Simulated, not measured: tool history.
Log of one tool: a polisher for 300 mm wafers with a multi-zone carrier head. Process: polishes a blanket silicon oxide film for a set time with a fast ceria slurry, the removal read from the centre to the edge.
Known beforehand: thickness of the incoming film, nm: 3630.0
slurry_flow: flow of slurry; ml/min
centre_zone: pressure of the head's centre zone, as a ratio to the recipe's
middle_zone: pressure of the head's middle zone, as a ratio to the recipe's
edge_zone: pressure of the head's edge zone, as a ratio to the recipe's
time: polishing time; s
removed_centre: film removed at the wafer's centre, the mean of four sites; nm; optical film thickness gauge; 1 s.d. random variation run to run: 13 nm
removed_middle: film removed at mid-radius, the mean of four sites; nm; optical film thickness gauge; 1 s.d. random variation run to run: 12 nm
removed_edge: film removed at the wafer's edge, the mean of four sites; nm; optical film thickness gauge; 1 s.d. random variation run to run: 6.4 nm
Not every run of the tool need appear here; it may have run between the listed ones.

run 1 hour=0.0 | slurry_flow=205 centre_zone=1.00 middle_zone=1.00 edge_zone=1.00 time=76 | removed_centre=816.76 removed_middle=808.48 removed_edge=779.26
run 2 hour=1.1 | slurry_flow=235 centre_zone=1.00 middle_zone=1.00 edge_zone=1.00 time=76 | removed_centre=836.86 removed_middle=853.15 removed_edge=797.30
run 3 hour=7.0 | slurry_flow=235 centre_zone=1.00 middle_zone=1.07 edge_zone=1.00 time=76 | removed_centre=817.38 removed_middle=896.38 removed_edge=798.90
run 4 hour=9.0 | slurry_flow=200 centre_zone=1.00 middle_zone=1.07 edge_zone=1.00 time=76 | removed_centre=803.18 removed_middle=866.61 removed_edge=783.20
run 5 hour=11.7 | slurry_flow=205 centre_zone=1.02 middle_zone=1.06 edge_zone=1.03 time=77 | removed_centre=840.86 removed_middle=889.42 removed_edge=801.41
run 6 hour=12.4 | slurry_flow=210 centre_zone=1.02 middle_zone=1.03 edge_zone=1.05 time=79 | removed_centre=862.88 removed_middle=869.69 removed_edge=829.99

Run 7 is up next; what results do you expect?
run 7 hour=14.7 | slurry_flow=220 centre_zone=1.03 middle_zone=1.03 edge_zone=1.07 time=80 | removed_centre=? removed_middle=? removed_edge=?

removed_centre: 905.10 nm
removed_middle: 895.80 nm
removed_edge: 866.29 nm
